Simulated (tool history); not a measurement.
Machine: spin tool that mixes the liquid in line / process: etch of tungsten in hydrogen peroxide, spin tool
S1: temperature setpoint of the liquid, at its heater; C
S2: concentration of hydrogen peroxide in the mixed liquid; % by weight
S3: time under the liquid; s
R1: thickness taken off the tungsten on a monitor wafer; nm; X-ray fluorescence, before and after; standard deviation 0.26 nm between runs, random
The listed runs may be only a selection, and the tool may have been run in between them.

{"run": 1, "day": 0.0, "S1": 42, "S2": 21, "S3": 55, "R1": 48.446}
{"run": 2, "day": 0.083, "S1": 35.5, "S2": 21, "S3": 55, "R1": 31.281}
{"run": 3, "day": 0.138, "S1": 37.5, "S2": 21, "S3": 55, "R1": 35.733}
{"run": 4, "day": 0.425, "S1": 37.5, "S2": 21, "S3": 60, "R1": 39.377}
{"run": 5, "day": 0.658, "S1": 38.5, "S2": 21, "S3": 60, "R1": 42.104}
{"run": 6, "day": 0.696, "S1": 39.5, "S2": 21, "S3": 60, "R1": 45.3}
{"run": 7, "day": 0.967, "S1": 40, "S2": 21, "S3": 60, "R1": 46.352}

Expected results for the next run?
{"run": 8, "day": 1.1, "S1": 42.5, "S2": 21, "S3": 60, "R1": "?"}

{"run 8": {"R1": 55.221}}
